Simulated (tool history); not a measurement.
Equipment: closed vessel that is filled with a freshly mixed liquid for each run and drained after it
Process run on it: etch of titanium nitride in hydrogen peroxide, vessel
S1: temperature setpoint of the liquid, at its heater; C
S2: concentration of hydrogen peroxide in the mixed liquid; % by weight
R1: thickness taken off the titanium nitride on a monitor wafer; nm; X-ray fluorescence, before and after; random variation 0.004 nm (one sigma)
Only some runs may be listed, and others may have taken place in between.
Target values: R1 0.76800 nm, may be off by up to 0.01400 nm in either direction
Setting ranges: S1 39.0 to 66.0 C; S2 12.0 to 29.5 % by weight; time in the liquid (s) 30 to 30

run 1 hour=0.0 | S1=55.0 S2=20.0 time_in_the_liquid_(s)=30 | R1=1.53640
run 2 hour=1.3 | S1=55.0 S2=22.0 time_in_the_liquid_(s)=30 | R1=1.56160
run 3 hour=6.8 | S1=55.0 S2=22.0 time_in_the_liquid_(s)=30 | R1=1.56300
run 4 hour=9.1 | S1=55.0 S2=22.0 time_in_the_liquid_(s)=30 | R1=1.55920
run 5 hour=10.4 | S1=52.5 S2=22.0 time_in_the_liquid_(s)=30 | R1=1.31260
run 6 hour=19.2 | S1=51.0 S2=22.0 time_in_the_liquid_(s)=30 | R1=1.17800
run 7 hour=26.5 | S1=49.5 S2=22.0 time_in_the_liquid_(s)=30 | R1=1.05610
run 8 hour=31.5 | S1=48.5 S2=22.0 time_in_the_liquid_(s)=30 | R1=0.96753
run 9 hour=37.9 | S1=48.0 S2=22.0 time_in_the_liquid_(s)=30 | R1=0.95089
run 10 hour=41.6 | S1=44.5 S2=22.0 time_in_the_liquid_(s)=30 | R1=0.72452

Of the 4 settings listed for the next run, only one would bring every result within its allowed miss of target. Which one?
run A hour=45.3 | S1=45.0 S2=16.5 time_in_the_liquid_(s)=30 | R1=?
run B hour=45.3 | S1=45.5 S2=23.0 time_in_the_liquid_(s)=30 | R1=?
run C hour=45.3 | S1=45.5 S2=20.0 time_in_the_liquid_(s)=30 | R1=?
run D hour=45.3 | S1=43.5 S2=21.0 time_in_the_liquid_(s)=30 | R1=?

move=A R1=0.71208
move=B R1=0.79314
move=C R1=0.76978
move=D R1=0.66981
A: moves away from the targets compared with the last run
B: takes the biggest miss from the last run beyond its target
C: each result inside its tolerance
D: moves away from the targets compared with the last run
The move that meets every target is C.

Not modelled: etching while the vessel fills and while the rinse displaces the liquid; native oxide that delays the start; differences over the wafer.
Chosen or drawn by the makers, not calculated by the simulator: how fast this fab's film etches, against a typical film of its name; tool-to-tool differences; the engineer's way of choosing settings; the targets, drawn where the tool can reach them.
